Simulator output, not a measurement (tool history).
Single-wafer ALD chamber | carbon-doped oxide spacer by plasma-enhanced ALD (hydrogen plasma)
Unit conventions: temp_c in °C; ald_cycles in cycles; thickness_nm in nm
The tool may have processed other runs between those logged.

run  hour  temp_c  ald_cycles  thickness_nm
  1   0.0     395         181        9.8556
  2   8.8     395         206       11.1220
  3  11.8     387         206       11.1740
  4  13.8     387         190       10.3040
  5  17.9     387         178        9.6672
  6  22.5     387         169        9.1930
  7  27.8     387         163        8.8073
  8  35.2     387         159        8.6275
  9  37.0     387         156        8.4984
 10  43.7     387         153        8.3249

Estimate the outcome of run 11 from the log above:
 11  49.9     387         151             ?

{"run 11": {"thickness_nm": 8.2229}}

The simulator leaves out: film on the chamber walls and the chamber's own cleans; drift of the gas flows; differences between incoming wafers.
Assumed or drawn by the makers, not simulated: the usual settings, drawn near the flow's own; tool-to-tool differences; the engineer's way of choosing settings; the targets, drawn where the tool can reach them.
